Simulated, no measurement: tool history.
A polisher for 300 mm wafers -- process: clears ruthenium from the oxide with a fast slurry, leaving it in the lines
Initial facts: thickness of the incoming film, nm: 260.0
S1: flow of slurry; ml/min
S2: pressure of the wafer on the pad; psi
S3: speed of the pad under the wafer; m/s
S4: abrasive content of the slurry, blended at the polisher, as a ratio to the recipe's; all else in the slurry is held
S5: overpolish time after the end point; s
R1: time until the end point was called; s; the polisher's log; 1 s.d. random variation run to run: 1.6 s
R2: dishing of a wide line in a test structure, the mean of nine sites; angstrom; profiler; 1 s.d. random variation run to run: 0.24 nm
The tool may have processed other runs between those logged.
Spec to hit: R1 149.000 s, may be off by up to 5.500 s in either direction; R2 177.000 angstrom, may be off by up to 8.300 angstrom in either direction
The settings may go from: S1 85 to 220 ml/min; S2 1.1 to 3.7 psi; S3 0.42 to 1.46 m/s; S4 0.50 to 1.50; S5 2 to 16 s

run  hour   S1   S2    S3    S4  S5       R1       R2
  1   0.0  140  2.4  0.94  1.00   8   78.528  233.120
  2   2.1  140  2.4  0.94  1.00   4   78.416  125.080
  3   2.7  135  2.2  0.94  1.00   5   85.693  138.950
  4   8.1  130  2.1  0.94  1.00   6   89.729  159.110
      8.6  -- slurry nozzle cleaned
  5   8.6  155  2.1  0.94  1.00   6   86.442  166.550
  6  17.1  150  2.0  0.94  1.00   6   88.762  157.800
  7  23.5  145  1.9  0.92  1.00   6   95.802  151.070
  8  29.3  140  1.8  0.90  1.00   6  103.240  142.650
  9  32.9  135  1.7  0.90  1.00   6  108.140  132.610

Pick the move, out of 4, that brings all results within their allowed miss; only one does.
  A  36.5  135  1.7  0.76  0.95   5   ?   ?
  B  36.5  105  1.4  0.80  1.25  11   ?   ?
  C  36.5  135  2.9  1.10  0.70   6   ?   ?
  D  36.5  110  1.1  0.90  1.05  11   ?   ?

move       R1       R2
   A  131.240   94.181
   B  132.840  200.880
   C   68.504  212.060
   D  151.850  176.500
A: further off than the last run
B: nearer the targets than the last run, but a result is still out of spec
C: further off than the last run
D: in spec on every target
Move D is the one to make.

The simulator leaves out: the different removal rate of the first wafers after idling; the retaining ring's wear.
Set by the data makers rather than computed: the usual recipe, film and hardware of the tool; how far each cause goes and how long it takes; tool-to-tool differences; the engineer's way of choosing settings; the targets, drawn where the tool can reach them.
